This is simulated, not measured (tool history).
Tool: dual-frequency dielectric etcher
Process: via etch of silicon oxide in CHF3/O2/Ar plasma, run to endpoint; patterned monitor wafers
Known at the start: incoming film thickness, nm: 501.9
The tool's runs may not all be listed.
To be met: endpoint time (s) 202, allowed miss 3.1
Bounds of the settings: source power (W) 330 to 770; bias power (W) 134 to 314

run 1 hour=0 | source_power_(W)=550 bias_power_(W)=224 | endpoint_time_(s)=233.07
run 2 hour=5.2 | source_power_(W)=590 bias_power_(W)=226 | endpoint_time_(s)=225.39
run 3 hour=8.2 | source_power_(W)=680 bias_power_(W)=226 | endpoint_time_(s)=210.96
run 4 hour=11.9 | source_power_(W)=580 bias_power_(W)=226 | endpoint_time_(s)=226.43
run 5 hour=19.3 | source_power_(W)=610 bias_power_(W)=227 | endpoint_time_(s)=221.13
run 6 hour=23.2 | source_power_(W)=670 bias_power_(W)=227 | endpoint_time_(s)=211.96
run 7 hour=27.5 | source_power_(W)=680 bias_power_(W)=228 | endpoint_time_(s)=209.75
run 8 hour=33.4 | source_power_(W)=690 bias_power_(W)=228 | endpoint_time_(s)=209.09
run 9 hour=41.4 | source_power_(W)=700 bias_power_(W)=228 | endpoint_time_(s)=207.22
run 10 hour=42.7 | source_power_(W)=700 bias_power_(W)=228 | endpoint_time_(s)=208.21
run 11 hour=46 | source_power_(W)=710 bias_power_(W)=228 | endpoint_time_(s)=207.73
run 12 hour=53.7 | source_power_(W)=710 bias_power_(W)=228 | endpoint_time_(s)=205.16

Which of these 4 next moves meets every target?
run A hour=61.4 | source_power_(W)=770 bias_power_(W)=216 | endpoint_time_(s)=?
run B hour=61.4 | source_power_(W)=600 bias_power_(W)=266 | endpoint_time_(s)=?
run C hour=61.4 | source_power_(W)=700 bias_power_(W)=227 | endpoint_time_(s)=?
run D hour=61.4 | source_power_(W)=680 bias_power_(W)=236 | endpoint_time_(s)=?

move=A endpoint_time_(s)=202.86
move=B endpoint_time_(s)=208.87
move=C endpoint_time_(s)=207.6
move=D endpoint_time_(s)=207.07
A: meets every target
B: further off than the last run
C: further off than the last run
D: further off than the last run
Answer: A
